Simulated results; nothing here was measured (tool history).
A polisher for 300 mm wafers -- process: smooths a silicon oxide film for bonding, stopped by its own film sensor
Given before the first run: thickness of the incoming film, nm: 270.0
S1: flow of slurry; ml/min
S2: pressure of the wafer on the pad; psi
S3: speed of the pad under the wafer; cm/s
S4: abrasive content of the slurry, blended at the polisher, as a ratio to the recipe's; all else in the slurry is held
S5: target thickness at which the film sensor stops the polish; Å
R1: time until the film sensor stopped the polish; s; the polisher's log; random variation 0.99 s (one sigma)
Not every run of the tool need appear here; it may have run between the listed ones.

{"run": 1, "hour": 0.0, "S1": 300, "S2": 1.7, "S3": 108, "S4": 1, "S5": 1980, "R1": 110.12}
{"run": 2, "hour": 4.3, "S1": 300, "S2": 1.7, "S3": 92, "S4": 1, "S5": 1980, "R1": 121.54}
{"run": 3, "hour": 8.8, "S1": 300, "S2": 1.7, "S3": 78, "S4": 1, "S5": 1980, "R1": 144.02}
{"run": 4, "hour": 15.3, "S1": 300, "S2": 2, "S3": 86, "S4": 1, "S5": 1980, "R1": 117.08}
{"run": 5, "hour": 23.4, "S1": 360, "S2": 2, "S3": 86, "S4": 1, "S5": 1980, "R1": 114.74}
{"run": 6, "hour": 27.5, "S1": 360, "S2": 2.2, "S3": 96, "S4": 1, "S5": 1980, "R1": 96.514}
{"run": 7, "hour": 32.6, "S1": 360, "S2": 2.2, "S3": 96, "S4": 1, "S5": 1980, "R1": 93.768}
{"run": 8, "hour": 39.9, "S1": 360, "S2": 2.7, "S3": 110, "S4": 1, "S5": 1980, "R1": 71.988}

Expected results for the next run?
{"run": 9, "hour": 44.4, "S1": 360, "S2": 2.7, "S3": 114, "S4": 1, "S5": 1980, "R1": "?"}

R1: 70.698 s

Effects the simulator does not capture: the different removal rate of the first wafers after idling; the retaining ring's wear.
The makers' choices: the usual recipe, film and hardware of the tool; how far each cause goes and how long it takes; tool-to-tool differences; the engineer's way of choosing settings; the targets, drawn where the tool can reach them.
